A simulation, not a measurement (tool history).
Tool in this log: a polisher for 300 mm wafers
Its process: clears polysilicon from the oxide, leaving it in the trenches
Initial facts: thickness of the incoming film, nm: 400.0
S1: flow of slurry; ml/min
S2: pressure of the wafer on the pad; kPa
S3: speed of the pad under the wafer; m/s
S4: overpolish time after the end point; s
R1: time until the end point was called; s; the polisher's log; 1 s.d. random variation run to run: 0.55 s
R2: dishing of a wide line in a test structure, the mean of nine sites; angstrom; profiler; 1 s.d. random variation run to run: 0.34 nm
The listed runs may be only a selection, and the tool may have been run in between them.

| run | day | S1 | S2 | S3 | S4 | R1 | R2 |
|---|---|---|---|---|---|---|---|
| 1 | 0.000 | 220 | 14.5 | 1.06 | 9 | 43.011 | 293.09 |
| 2 | 0.079 | 220 | 13.8 | 1.06 | 8 | 44.900 | 276.32 |
| 3 | 0.262 | 220 | 12.4 | 1.10 | 7 | 48.617 | 276.85 |
| 4 | 0.567 | 220 | 12.4 | 1.10 | 11 | 48.933 | 301.48 |
| 5 | 0.767 | 220 | 12.4 | 1.10 | 13 | 48.423 | 298.83 |
| 6 | 1.129 | 270 | 12.4 | 1.10 | 13 | 47.696 | 301.68 |
| 7 | 1.296 | 285 | 12.4 | 1.06 | 11 | 48.835 | 305.14 |
| 8 | 1.488 | 250 | 12.4 | 1.06 | 9 | 48.915 | 283.51 |
| 9 | 1.833 | 225 | 12.4 | 1.04 | 8 | 51.212 | 274.06 |
| 10 | 1.917 | 205 | 13.1 | 1.00 | 7 | 49.557 | 280.38 |
| 11 | 1.946 | 235 | 11.7 | 1.08 | 6 | 51.077 | 255.96 |
| 12 | 2.154 | 260 | 11.0 | 1.14 | 5 | 52.483 | 231.87 |

Predict the results of run 13:
| 13 | 2.529 | 270 | 11.0 | 1.14 | 5 | ? | ? |

Run 13 measured R1 52.354 s, R2 228.42 angstrom.
